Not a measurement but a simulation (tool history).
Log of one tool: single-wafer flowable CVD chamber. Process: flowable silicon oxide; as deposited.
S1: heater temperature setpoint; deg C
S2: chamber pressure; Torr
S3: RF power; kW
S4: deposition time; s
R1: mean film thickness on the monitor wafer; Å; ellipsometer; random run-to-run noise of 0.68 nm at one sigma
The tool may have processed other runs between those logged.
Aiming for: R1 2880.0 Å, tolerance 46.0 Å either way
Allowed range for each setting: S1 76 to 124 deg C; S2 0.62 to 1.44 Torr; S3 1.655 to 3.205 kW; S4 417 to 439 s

| run | hour | S1 | S2 | S3 | S4 | R1 |
|---|---|---|---|---|---|---|
| 1 | 0.0 | 100 | 1.03 | 2.430 | 439 | 3923.2 |
| 2 | 2.0 | 95 | 1.03 | 2.430 | 439 | 4582.0 |
| 3 | 3.8 | 95 | 1.14 | 2.430 | 439 | 4995.9 |
| 4 | 10.3 | 95 | 1.14 | 2.430 | 439 | 4977.3 |
| 5 | 16.7 | 95 | 1.14 | 2.430 | 417 | 4733.3 |
| 6 | 21.0 | 95 | 1.14 | 2.600 | 417 | 4750.2 |
| 7 | 25.9 | 97 | 1.14 | 2.600 | 417 | 4467.1 |
| 8 | 29.7 | 99 | 1.14 | 2.600 | 417 | 4203.6 |

Which one of the following 5 next-run settings gets every result inside its allowed miss? There is exactly one.
| A | 33.5 | 111 | 1.12 | 2.970 | 417 | ? |
| B | 33.5 | 115 | 1.03 | 2.570 | 417 | ? |
| C | 33.5 | 110 | 1.10 | 2.590 | 433 | ? |
| D | 33.5 | 84 | 1.32 | 2.735 | 439 | ? |
| E | 33.5 | 110 | 1.17 | 2.400 | 417 | ? |

| move | R1 |
|---|---|
| A | 2847.1 |
| B | 2332.2 |
| C | 2973.3 |
| D | 7902.2 |
| E | 2992.5 |
A: each result inside its tolerance
B: takes the result that was furthest off past its target
C: closes in on the targets versus the last run, not all within tolerance yet
D: further off than the last run
E: closes in on the targets versus the last run, not all within tolerance yet
Move A is the one to make.
